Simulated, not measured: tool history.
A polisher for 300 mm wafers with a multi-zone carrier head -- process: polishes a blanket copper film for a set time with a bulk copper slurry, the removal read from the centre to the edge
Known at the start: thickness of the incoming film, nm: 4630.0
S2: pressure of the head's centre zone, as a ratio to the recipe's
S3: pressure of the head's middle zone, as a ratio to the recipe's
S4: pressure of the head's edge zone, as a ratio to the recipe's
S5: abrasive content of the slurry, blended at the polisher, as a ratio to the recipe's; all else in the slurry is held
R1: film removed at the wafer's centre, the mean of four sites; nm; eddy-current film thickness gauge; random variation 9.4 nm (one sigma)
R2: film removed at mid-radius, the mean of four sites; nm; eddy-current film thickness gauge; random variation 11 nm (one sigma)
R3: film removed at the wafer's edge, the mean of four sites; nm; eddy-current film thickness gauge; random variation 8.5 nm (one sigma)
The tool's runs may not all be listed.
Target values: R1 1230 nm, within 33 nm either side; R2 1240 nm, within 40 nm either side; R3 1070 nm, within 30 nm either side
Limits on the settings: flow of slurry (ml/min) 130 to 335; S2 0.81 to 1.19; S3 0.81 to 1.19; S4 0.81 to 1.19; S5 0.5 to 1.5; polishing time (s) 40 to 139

run 1 hour=0 | flow_of_slurry_(ml/min)=215 S2=1 S3=1 S4=1 S5=1 polishing_time_(s)=89 | R1=862.03 R2=860.34 R3=845.43
run 2 hour=4.4 | flow_of_slurry_(ml/min)=230 S2=1.03 S3=1.04 S4=1.02 S5=1.1 polishing_time_(s)=90 | R1=919.6 R2=920.56 R3=900.25
run 3 hour=6.7 | flow_of_slurry_(ml/min)=210 S2=1.03 S3=1.04 S4=1.02 S5=1.1 polishing_time_(s)=90 | R1=906.36 R2=904.45 R3=884.81
run 4 hour=15.4 | flow_of_slurry_(ml/min)=210 S2=1.03 S3=1.01 S4=1.02 S5=1.1 polishing_time_(s)=90 | R1=917.79 R2=885.95 R3=881.71
run 5 hour=19.6 | flow_of_slurry_(ml/min)=230 S2=1.06 S3=1.05 S4=1 S5=1.2 polishing_time_(s)=91 | R1=990.46 R2=962.17 R3=920.22
run 6 hour=20.5 | flow_of_slurry_(ml/min)=230 S2=1.06 S3=1.05 S4=1.07 S5=1.2 polishing_time_(s)=91 | R1=992.26 R2=958.82 R3=965.94
run 7 hour=27.5 | flow_of_slurry_(ml/min)=290 S2=1.15 S3=1.15 S4=1.05 S5=1.45 polishing_time_(s)=93 | R1=1187.8 R2=1150.2 R3=1025.4
run 8 hour=33.9 | flow_of_slurry_(ml/min)=295 S2=1.15 S3=1.16 S4=1.05 S5=1.45 polishing_time_(s)=93 | R1=1192.2 R2=1153.2 R3=1035.2
run 9 hour=37.7 | flow_of_slurry_(ml/min)=300 S2=1.15 S3=1.17 S4=1.04 S5=1.45 polishing_time_(s)=94 | R1=1183.7 R2=1177.4 R3=1039.7

Pick the move, out of 5, that brings all results within their allowed miss; only one does.
run A hour=41.5 | flow_of_slurry_(ml/min)=295 S2=1.13 S3=1.16 S4=1.02 S5=1.4 polishing_time_(s)=92 | R1=? R2=? R3=?
run B hour=41.5 | flow_of_slurry_(ml/min)=295 S2=1.17 S3=1.12 S4=0.99 S5=1.5 polishing_time_(s)=93 | R1=? R2=? R3=?
run C hour=41.5 | flow_of_slurry_(ml/min)=265 S2=1.03 S3=1.12 S4=1.13 S5=1.5 polishing_time_(s)=98 | R1=? R2=? R3=?
run D hour=41.5 | flow_of_slurry_(ml/min)=330 S2=1.13 S3=1.18 S4=1.02 S5=1.5 polishing_time_(s)=97 | R1=? R2=? R3=?
run E hour=41.5 | flow_of_slurry_(ml/min)=320 S2=1.15 S3=1.07 S4=1.07 S5=1.5 polishing_time_(s)=94 | R1=? R2=? R3=?

move=A R1=1151 R2=1126.8 R3=994.69
move=B R1=1228 R2=1126.4 R3=1010.9
move=C R1=1125.2 R2=1175.4 R3=1128.6
move=D R1=1250.9 R2=1241.3 R3=1076.9
move=E R1=1229.3 R2=1102.8 R3=1068
A: the biggest miss grows against the last run
B: the biggest miss grows against the last run
C: the biggest miss grows against the last run
D: meets every target
E: the biggest miss grows against the last run
So the answer is move D, the one that meets all the targets.
